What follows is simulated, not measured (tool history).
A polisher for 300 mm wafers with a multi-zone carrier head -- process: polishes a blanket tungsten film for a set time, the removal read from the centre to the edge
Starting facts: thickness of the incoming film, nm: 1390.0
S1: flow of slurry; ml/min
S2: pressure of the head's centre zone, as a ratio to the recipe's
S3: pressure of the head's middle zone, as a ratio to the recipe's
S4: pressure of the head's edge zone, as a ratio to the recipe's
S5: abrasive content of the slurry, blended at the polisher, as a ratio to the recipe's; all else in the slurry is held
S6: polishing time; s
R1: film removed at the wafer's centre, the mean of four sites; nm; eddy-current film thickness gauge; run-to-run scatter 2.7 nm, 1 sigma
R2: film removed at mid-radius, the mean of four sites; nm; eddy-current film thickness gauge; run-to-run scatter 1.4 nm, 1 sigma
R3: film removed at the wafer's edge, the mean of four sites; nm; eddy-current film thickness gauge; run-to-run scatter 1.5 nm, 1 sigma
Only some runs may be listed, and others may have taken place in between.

run  hour   S1    S2    S3    S4    S5  S6      R1      R2      R3
  1     0  190     1     1     1     1  81  415.67  388.72   385.1
  2   8.8  190     1     1     1     1  93  485.65  443.88  445.23
  3  13.8  180  0.99  0.97  0.98  0.95  88  448.44  404.53  415.43
  4  16.7  180  0.99  0.97  0.98  0.95  75   378.4  342.09  354.23
  5  17.4  135  0.99  0.97  0.98  0.95  75  341.98  324.48   336.9
  6  23.2  135  0.98  0.96  0.97   0.9  72  333.99  305.19  319.38
  7  30.1  130  0.96  0.96  0.96  0.85  70  311.24  290.87  300.27

Expected results for the next run?
  8  32.1  130  0.94  0.95  0.95  0.8  69   ?   ?   ?

{"run 8": {"R1": 289.5, "R2": 278.97, "R3": 294.1}}
